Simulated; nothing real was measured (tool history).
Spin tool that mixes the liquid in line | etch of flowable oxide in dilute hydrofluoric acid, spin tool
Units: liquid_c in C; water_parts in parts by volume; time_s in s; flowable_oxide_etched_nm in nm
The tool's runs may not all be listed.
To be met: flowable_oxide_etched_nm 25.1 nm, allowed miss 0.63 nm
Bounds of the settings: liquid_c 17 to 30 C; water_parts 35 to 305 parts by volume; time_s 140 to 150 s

run	day	liquid_c	water_parts	time_s	flowable_oxide_etched_nm
1	0	22	170	140	21.502
2	0.283	22	170	140	21.714
3	0.388	23	170	140	22.442
4	0.596	23	115	140	35.491
5	0.667	23	60	140	72.883
6	1.029	21.5	80	140	50.211
7	1.271	20.5	90	140	41.99
8	1.442	19.5	95	140	37.939
9	1.546	19	100	140	35.413
10	1.829	17	145	140	21.288
11	1.975	18	145	140	22.112

5 next moves are on the table. One of them brings every result within its allowed miss. Which?
A	2.121	17	145	150	?
B	2.121	17	125	150	?
C	2.121	18.5	135	150	?
D	2.121	21	155	150	?
E	2.121	23	155	150	?

move	flowable_oxide_etched_nm
A	23.008
B	27.223
C	26.542
D	25.022
E	27.046
A: nearer than the last run, and not there yet
B: takes the result that was furthest off past its target
C: takes the result that was furthest off past its target
D: meets every target
E: takes the result that was furthest off past its target
Move D is the one to make.
